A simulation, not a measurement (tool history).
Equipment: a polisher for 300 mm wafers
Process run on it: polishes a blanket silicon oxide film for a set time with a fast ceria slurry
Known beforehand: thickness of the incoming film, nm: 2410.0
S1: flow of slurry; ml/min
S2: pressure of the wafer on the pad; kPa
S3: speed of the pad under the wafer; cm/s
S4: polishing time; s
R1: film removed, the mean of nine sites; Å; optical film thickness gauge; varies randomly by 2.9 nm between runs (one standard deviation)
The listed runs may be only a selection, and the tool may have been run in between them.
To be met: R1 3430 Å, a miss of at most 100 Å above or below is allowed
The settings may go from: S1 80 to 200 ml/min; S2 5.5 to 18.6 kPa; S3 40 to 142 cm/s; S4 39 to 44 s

run	hour	S1	S2	S3	S4	R1
1	0	130	11.7	90	44	4468.8
2	2.9	140	11.7	90	44	4495.7
3	4.9	140	11.7	98	44	4788.1
4	6.9	140	10.3	98	44	4287.5
5	14.7	140	10.3	98	44	4239.5
6	21.2	140	12.4	98	44	5100.9
7	24.8	140	11	98	44	4588.2
8	26.9	110	7.6	98	44	3023.6
9	33.7	125	7.6	98	44	3076.7
10	36	135	7.6	98	44	3150.8
11	43.4	145	7.6	98	44	3181.1
12	45.4	150	7.6	98	44	3189.1
13	50.8	150	7.6	98	44	3152.3
14	51.7	150	7.6	98	44	3194.8
15	57.6	155	7.6	98	44	3215.3
16	61.1	160	7.6	98	44	3210
17	63.4	165	7.6	98	44	3211.7
18	71.1	165	7.6	98	44	3247.2
19	77.8	170	7.6	98	44	3188.8

Exactly one of the 5 candidate moves below puts every result within its allowed miss. Which one?
A	84.5	160	8.3	104	44	?
B	84.5	170	7.6	108	43	?
C	84.5	170	10.3	78	44	?
D	84.5	185	8.3	102	39	?
E	84.5	180	7.6	96	39	?

move	R1
A	3618.3
B	3382.7
C	3613.9
D	3220.1
E	2813.4
A: takes the biggest miss from the last run beyond its target
B: all results in spec
C: takes the biggest miss from the last run beyond its target
D: nearer than the last run, and not there yet
E: further off than the last run
B meets every target.

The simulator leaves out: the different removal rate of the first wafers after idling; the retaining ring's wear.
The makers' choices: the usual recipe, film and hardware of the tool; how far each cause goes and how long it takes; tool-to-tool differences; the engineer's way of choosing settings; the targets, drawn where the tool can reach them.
